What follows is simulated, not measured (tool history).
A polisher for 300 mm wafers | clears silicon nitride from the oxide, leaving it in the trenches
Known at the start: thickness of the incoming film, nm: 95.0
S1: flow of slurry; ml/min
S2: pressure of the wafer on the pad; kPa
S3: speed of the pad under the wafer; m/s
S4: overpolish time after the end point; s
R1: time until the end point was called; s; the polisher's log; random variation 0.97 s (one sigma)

run,hour,S1,S2,S3,S4,R1
1,0.0,300,16.5,1.04,11,91.022
2,2.7,300,16.5,1.04,9,89.788
3,4.5,300,16.5,1.04,11,88.594
4,5.3,335,16.5,1.04,11,90.146
5,13.7,360,16.5,1.04,11,89.081
6,16.9,360,16.5,1.04,9,87.992
7,24.1,360,18.6,1.06,9,76.774

Forecast run 8:
8,29.4,360,20.0,1.08,9,?

{"run 8": {"R1": 71.248}}
